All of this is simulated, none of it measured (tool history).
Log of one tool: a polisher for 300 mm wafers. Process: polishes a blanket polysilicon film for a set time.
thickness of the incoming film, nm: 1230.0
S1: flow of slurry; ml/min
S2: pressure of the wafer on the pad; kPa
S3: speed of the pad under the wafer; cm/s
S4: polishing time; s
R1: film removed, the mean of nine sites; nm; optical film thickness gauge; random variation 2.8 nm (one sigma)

run  hour   S1    S2  S3   S4      R1
  1   0.0  255  13.1  98  107  682.61
  2   4.4  255  14.5  98  107  759.83
  3   6.0  255  14.5  98  107  752.67
  4   6.8  255  13.1  98  107  689.10
  5   8.2  255  12.4  94  107  622.86
  6  15.9  255  11.7  92  107  584.56
  7  20.9  255  11.0  90  107  546.17
  8  28.1  255  10.3  88  107  510.14

Forecast run 9:
  9  35.8  255  9.7  86  107   ?

R1: 467.78 nm

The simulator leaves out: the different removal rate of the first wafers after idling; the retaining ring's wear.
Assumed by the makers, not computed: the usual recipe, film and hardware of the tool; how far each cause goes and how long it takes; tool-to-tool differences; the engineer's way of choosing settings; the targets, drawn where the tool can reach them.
